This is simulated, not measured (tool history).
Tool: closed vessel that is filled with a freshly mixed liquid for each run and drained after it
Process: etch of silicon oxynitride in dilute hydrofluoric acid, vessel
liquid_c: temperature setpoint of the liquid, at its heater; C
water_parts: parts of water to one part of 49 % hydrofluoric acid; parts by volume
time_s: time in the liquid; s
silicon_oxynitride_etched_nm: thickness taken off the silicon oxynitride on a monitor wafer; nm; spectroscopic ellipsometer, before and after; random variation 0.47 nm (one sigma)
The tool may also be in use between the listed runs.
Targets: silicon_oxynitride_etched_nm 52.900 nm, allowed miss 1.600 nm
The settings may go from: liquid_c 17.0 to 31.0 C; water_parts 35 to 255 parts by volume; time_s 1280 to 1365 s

run,day,liquid_c,water_parts,time_s,silicon_oxynitride_etched_nm
1,0.000,23.0,145,1280,22.007
2,0.362,23.0,115,1280,29.051
3,0.667,23.0,115,1280,28.798
4,0.838,26.0,115,1280,32.930
5,0.962,28.5,115,1280,37.122
6,1.088,28.5,155,1280,26.421
7,1.233,29.0,140,1280,30.256
8,1.358,29.5,125,1280,35.272
9,1.704,30.0,115,1280,39.582
10,2.025,31.0,80,1285,61.515
11,2.142,30.5,80,1285,60.045

Which of these 4 next moves meets every target?
A,2.258,29.5,95,1280,?
B,2.258,31.0,95,1325,?
C,2.258,31.0,100,1315,?
D,2.258,29.5,95,1305,?

move,silicon_oxynitride_etched_nm
A,48.666
B,53.887
C,50.539
D,49.617
A: takes the result that was furthest off past its target
B: meets every target
C: takes the result that was furthest off past its target
D: takes the result that was furthest off past its target
Move B is the one to make.
